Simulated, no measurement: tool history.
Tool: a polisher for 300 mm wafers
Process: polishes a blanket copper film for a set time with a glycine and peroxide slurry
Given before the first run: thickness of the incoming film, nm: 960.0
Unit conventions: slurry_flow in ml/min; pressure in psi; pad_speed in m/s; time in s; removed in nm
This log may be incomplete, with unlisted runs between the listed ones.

{"run": 1, "day": 0.0, "slurry_flow": 235, "pressure": 3.2, "pad_speed": 0.86, "time": 78, "removed": 469.68}
{"run": 2, "day": 0.358, "slurry_flow": 210, "pressure": 3.2, "pad_speed": 0.86, "time": 78, "removed": 475.22}
{"run": 3, "day": 0.383, "slurry_flow": 210, "pressure": 2.7, "pad_speed": 0.84, "time": 78, "removed": 413.31}
{"run": 4, "day": 0.612, "slurry_flow": 245, "pressure": 2.7, "pad_speed": 0.84, "time": 78, "removed": 400.59}
{"run": 5, "day": 0.729, "slurry_flow": 245, "pressure": 2.7, "pad_speed": 0.84, "time": 78, "removed": 414.97}
{"run": 6, "day": 0.758, "slurry_flow": 245, "pressure": 2.4, "pad_speed": 0.84, "time": 78, "removed": 366.21}
{"run": 7, "day": 0.829, "slurry_flow": 245, "pressure": 2.2, "pad_speed": 0.84, "time": 78, "removed": 357.12}

Run 8, settings as shown, results not yet in. Your forecast:
{"run": 8, "day": 1.2, "slurry_flow": 245, "pressure": 2, "pad_speed": 0.84, "time": 78, "removed": "?"}

removed: 327.64 nm

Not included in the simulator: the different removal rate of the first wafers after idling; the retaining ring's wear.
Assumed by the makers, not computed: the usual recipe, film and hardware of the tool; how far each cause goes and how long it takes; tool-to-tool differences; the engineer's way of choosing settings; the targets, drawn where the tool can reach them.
